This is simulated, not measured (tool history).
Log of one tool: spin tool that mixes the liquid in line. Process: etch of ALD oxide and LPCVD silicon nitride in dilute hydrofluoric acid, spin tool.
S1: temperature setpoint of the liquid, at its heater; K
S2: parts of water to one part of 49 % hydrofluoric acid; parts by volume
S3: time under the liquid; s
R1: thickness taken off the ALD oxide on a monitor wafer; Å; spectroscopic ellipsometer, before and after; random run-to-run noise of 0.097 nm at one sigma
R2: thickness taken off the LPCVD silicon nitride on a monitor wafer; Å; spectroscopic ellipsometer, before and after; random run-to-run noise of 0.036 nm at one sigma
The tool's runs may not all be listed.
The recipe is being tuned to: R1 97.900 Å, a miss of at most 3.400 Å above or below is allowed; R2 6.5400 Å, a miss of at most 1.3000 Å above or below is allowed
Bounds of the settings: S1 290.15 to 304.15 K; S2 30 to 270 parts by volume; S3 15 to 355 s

{"run": 1, "hour": 0.0, "S1": 296.15, "S2": 150, "S3": 180, "R1": 113.02, "R2": 5.7104}
{"run": 2, "hour": 7.1, "S1": 299.15, "S2": 150, "S3": 180, "R1": 126.58, "R2": 7.1153}
{"run": 3, "hour": 8.9, "S1": 299.15, "S2": 150, "S3": 210, "R1": 148.25, "R2": 8.5789}
{"run": 4, "hour": 15.4, "S1": 301.15, "S2": 150, "S3": 210, "R1": 159.55, "R2": 9.373}
{"run": 5, "hour": 20.0, "S1": 301.15, "S2": 150, "S3": 265, "R1": 200.62, "R2": 12.698}
{"run": 6, "hour": 20.5, "S1": 302.15, "S2": 150, "S3": 265, "R1": 206.88, "R2": 13.216}
{"run": 7, "hour": 28.1, "S1": 298.15, "S2": 210, "S3": 270, "R1": 123.22, "R2": 6.4367}
{"run": 8, "hour": 36.7, "S1": 298.65, "S2": 215, "S3": 270, "R1": 119.94, "R2": 7.247}
{"run": 9, "hour": 45.0, "S1": 298.65, "S2": 250, "S3": 280, "R1": 104.86, "R2": 6.7216}

Which single option among these 5 for the next run brings every result within its allowed miss of target? Just one does.
{"run": "A", "hour": 53.3, "S1": 304.15, "S2": 270, "S3": 265, "R1": "?", "R2": "?"}
{"run": "B", "hour": 53.3, "S1": 300.65, "S2": 225, "S3": 245, "R1": "?", "R2": "?"}
{"run": "C", "hour": 53.3, "S1": 300.65, "S2": 230, "S3": 220, "R1": "?", "R2": "?"}
{"run": "D", "hour": 53.3, "S1": 292.65, "S2": 225, "S3": 340, "R1": "?", "R2": "?"}
{"run": "E", "hour": 53.3, "S1": 301.15, "S2": 225, "S3": 240, "R1": "?", "R2": "?"}

move=A R1=106.070 R2=7.9298
move=B R1=110.120 R2=7.1808
move=C R1=96.188 R2=6.3066
move=D R1=114.040 R2=6.0218
move=E R1=109.770 R2=7.2502
A: further off than the last run
B: further off than the last run
C: every result within its allowed miss
D: further off than the last run
E: further off than the last run
C is the move that brings every result within its allowed miss.
